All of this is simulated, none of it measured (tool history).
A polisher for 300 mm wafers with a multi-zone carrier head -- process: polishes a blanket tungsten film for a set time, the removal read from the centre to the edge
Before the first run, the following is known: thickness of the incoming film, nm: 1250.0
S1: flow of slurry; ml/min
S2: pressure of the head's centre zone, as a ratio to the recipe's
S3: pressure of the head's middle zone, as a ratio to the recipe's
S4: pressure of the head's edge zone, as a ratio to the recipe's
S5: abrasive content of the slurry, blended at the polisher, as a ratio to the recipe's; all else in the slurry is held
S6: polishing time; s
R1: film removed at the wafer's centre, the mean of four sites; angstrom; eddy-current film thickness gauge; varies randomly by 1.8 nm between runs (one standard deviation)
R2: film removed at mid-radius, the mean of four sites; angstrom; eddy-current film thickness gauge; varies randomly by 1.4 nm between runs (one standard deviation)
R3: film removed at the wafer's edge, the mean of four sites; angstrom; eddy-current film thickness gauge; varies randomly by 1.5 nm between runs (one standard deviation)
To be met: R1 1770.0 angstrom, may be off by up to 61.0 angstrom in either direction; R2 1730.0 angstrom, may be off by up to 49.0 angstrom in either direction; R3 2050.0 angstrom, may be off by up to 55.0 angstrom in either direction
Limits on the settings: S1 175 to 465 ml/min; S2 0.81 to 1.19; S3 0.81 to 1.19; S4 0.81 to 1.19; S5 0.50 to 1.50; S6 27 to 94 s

run 1 day=0.000 | S1=295 S2=1.00 S3=1.00 S4=1.00 S5=1.00 S6=60 | R1=2399.3 R2=2386.0 R3=2383.8
run 2 day=0.200 | S1=350 S2=1.00 S3=1.00 S4=1.00 S5=1.00 S6=60 | R1=2425.0 R2=2438.2 R3=2396.1
run 3 day=0.412 | S1=295 S2=1.00 S3=1.00 S4=1.00 S5=1.00 S6=60 | R1=2416.5 R2=2410.1 R3=2408.5
run 4 day=0.546 | S1=295 S2=1.00 S3=1.00 S4=1.00 S5=1.15 S6=60 | R1=2510.6 R2=2482.4 R3=2462.3
run 5 day=0.604 | S1=240 S2=1.00 S3=1.00 S4=1.00 S5=1.15 S6=60 | R1=2432.3 R2=2421.5 R3=2437.0
run 6 day=0.642 | S1=235 S2=0.98 S3=0.96 S4=0.99 S5=1.05 S6=60 | R1=2355.1 R2=2259.8 R3=2340.8
run 7 day=0.896 | S1=230 S2=0.95 S3=0.94 S4=1.00 S5=0.95 S6=60 | R1=2230.3 R2=2193.8 R3=2304.9
run 8 day=1.038 | S1=225 S2=0.93 S3=0.91 S4=1.01 S5=0.85 S6=60 | R1=2151.1 R2=2043.7 R3=2244.3
run 9 day=1.271 | S1=225 S2=0.93 S3=0.91 S4=1.01 S5=0.85 S6=60 | R1=2165.9 R2=2104.0 R3=2266.4
run 10 day=1.533 | S1=220 S2=0.91 S3=0.89 S4=1.02 S5=0.80 S6=59 | R1=2061.3 R2=1942.9 R3=2167.8
run 11 day=1.654 | S1=215 S2=0.89 S3=0.88 S4=1.03 S5=0.75 S6=59 | R1=1946.7 R2=1932.4 R3=2165.0
run 12 day=1.796 | S1=210 S2=0.88 S3=0.87 S4=1.03 S5=0.70 S6=59 | R1=1936.3 R2=1851.4 R3=2135.6
run 13 day=2.029 | S1=210 S2=0.87 S3=0.86 S4=1.03 S5=0.70 S6=59 | R1=1929.7 R2=1841.5 R3=2127.2
run 14 day=2.212 | S1=205 S2=0.86 S3=0.86 S4=1.03 S5=0.70 S6=59 | R1=1914.9 R2=1856.6 R3=2105.9
run 15 day=2.329 | S1=205 S2=0.85 S3=0.85 S4=1.04 S5=0.65 S6=59 | R1=1832.6 R2=1767.0 R3=2069.6
run 16 day=2.575 | S1=205 S2=0.84 S3=0.85 S4=1.04 S5=0.65 S6=59 | R1=1816.0 R2=1779.9 R3=2080.1

5 candidate next runs follow, results not yet known. Just one meets every target within its allowed miss. Identify it.
run A day=2.821 | S1=175 S2=0.81 S3=0.82 S4=0.99 S5=0.90 S6=55 | R1=? R2=? R3=?
run B day=2.821 | S1=180 S2=0.94 S3=0.84 S4=1.07 S5=0.75 S6=58 | R1=? R2=? R3=?
run C day=2.821 | S1=195 S2=0.93 S3=0.85 S4=1.02 S5=0.85 S6=55 | R1=? R2=? R3=?
run D day=2.821 | S1=180 S2=0.81 S3=0.83 S4=1.13 S5=0.65 S6=60 | R1=? R2=? R3=?
run E day=2.821 | S1=210 S2=0.86 S3=0.88 S4=1.06 S5=0.70 S6=58 | R1=? R2=? R3=?

move=A R1=1768.8 R2=1715.3 R3=2035.4
move=B R1=1968.3 R2=1770.7 R3=2118.4
move=C R1=1936.1 R2=1768.5 R3=2051.5
move=D R1=1790.7 R2=1752.5 R3=2161.7
move=E R1=1873.8 R2=1848.6 R3=2107.4
A: all results in spec
B: meets the target for the result that was furthest off, but another lies outside its allowed miss
C: meets the target for the result that was furthest off, but another lies outside its allowed miss
D: meets the target for the result that was furthest off, but another lies outside its allowed miss
E: its largest miss is bigger than the last run's
So the answer is move A, the one that meets all the targets.

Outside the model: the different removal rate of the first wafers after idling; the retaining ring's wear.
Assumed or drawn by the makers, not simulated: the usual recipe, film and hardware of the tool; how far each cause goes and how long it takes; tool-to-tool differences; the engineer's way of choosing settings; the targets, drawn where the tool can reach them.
